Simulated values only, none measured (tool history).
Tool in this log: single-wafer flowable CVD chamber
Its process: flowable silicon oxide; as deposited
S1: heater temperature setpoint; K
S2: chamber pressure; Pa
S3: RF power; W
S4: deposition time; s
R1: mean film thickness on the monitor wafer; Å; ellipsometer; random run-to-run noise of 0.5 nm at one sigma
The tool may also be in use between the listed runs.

run 1 hour=0.0 | S1=373.15 S2=107.5 S3=1610 S4=313 | R1=1864.2
run 2 hour=3.7 | S1=373.15 S2=107.5 S3=1610 S4=323 | R1=1911.3
run 3 hour=9.1 | S1=373.15 S2=107.5 S3=1420 S4=323 | R1=1783.5
run 4 hour=16.3 | S1=378.15 S2=107.3 S3=1420 S4=323 | R1=1552.2
run 5 hour=21.8 | S1=378.15 S2=107.3 S3=1565 S4=323 | R1=1627.3
run 6 hour=22.3 | S1=388.15 S2=107.3 S3=1565 S4=323 | R1=1206.6
run 7 hour=26.3 | S1=390.15 S2=107.2 S3=1565 S4=323 | R1=1153.2
run 8 hour=28.6 | S1=392.15 S2=107.1 S3=1565 S4=323 | R1=1080.4

For run 9, what comes out?
run 9 hour=30.1 | S1=393.15 S2=107.1 S3=1565 S4=323 | R1=?

Run 9 gave R1 1058.0 Å.
